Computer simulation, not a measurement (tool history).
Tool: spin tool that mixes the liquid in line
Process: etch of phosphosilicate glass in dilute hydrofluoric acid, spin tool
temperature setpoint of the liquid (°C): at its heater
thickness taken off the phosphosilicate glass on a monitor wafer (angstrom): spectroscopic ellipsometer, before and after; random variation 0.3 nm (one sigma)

run,hour,temperature setpoint of the liquid (°C),parts of water to one part of 49 % hydrofluoric acid (parts by volume),time under the liquid (s),thickness taken off the phosphosilicate glass on a monitor wafer (angstrom)
1,0.0,24.0,40,15,258.69
2,5.7,27.5,40,15,298.29
3,13.1,24.5,40,15,260.13
4,17.8,27.0,40,15,285.20
5,25.1,28.0,40,15,299.94
6,32.5,29.0,40,15,316.57
7,37.8,29.0,40,15,314.39
8,44.7,29.5,40,15,318.77

The next listed run, before its measurement:
9,50.1,30.0,40,15,?

Run 9 gave thickness taken off the phosphosilicate glass on a monitor wafer (angstrom) 324.70.
